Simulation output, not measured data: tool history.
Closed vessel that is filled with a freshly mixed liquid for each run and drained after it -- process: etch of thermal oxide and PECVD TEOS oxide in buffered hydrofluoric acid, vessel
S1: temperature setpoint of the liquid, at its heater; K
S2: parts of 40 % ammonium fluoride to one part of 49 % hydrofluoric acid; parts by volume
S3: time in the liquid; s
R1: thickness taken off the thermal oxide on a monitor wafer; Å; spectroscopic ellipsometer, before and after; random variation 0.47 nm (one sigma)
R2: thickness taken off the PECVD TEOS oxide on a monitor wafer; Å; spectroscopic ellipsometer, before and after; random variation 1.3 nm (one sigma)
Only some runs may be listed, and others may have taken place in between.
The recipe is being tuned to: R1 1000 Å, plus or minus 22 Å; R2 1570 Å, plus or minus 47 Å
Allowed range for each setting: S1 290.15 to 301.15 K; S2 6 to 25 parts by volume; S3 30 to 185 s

| run | day | S1 | S2 | S3 | R1 | R2 |
|---|---|---|---|---|---|---|
| 1 | 0 | 293.15 | 15.5 | 95 | 566.19 | 886.03 |
| 2 | 0.271 | 295.15 | 15.5 | 95 | 636.91 | 1003.7 |
| 3 | 0.617 | 296.15 | 15 | 95 | 688.35 | 1089.9 |
| 4 | 0.833 | 297.15 | 14.5 | 95 | 757.74 | 1195.1 |
| 5 | 0.875 | 297.65 | 14.5 | 95 | 776.71 | 1222.9 |
| 6 | 0.967 | 297.65 | 12.5 | 95 | 894.53 | 1417.9 |
| 7 | 1.133 | 298.15 | 12.5 | 95 | 921.23 | 1449.3 |
| 8 | 1.492 | 299.15 | 12.5 | 95 | 976.89 | 1519.8 |

Which of these 4 next moves meets every target?
| A | 1.85 | 293.65 | 11 | 110 | ? | ? |
| B | 1.85 | 299.15 | 14 | 110 | ? | ? |
| C | 1.85 | 299.15 | 13.5 | 100 | ? | ? |
| D | 1.85 | 300.65 | 12.5 | 85 | ? | ? |

| move | R1 | R2 |
|---|---|---|
| A | 948.37 | 1485.7 |
| B | 1012.8 | 1586.6 |
| C | 954.12 | 1494.7 |
| D | 947.67 | 1484.6 |
A: its largest miss is bigger than the last run's
B: hits every target within its allowed miss
C: its largest miss is bigger than the last run's
D: its largest miss is bigger than the last run's
Correct choice: B, which meets every target
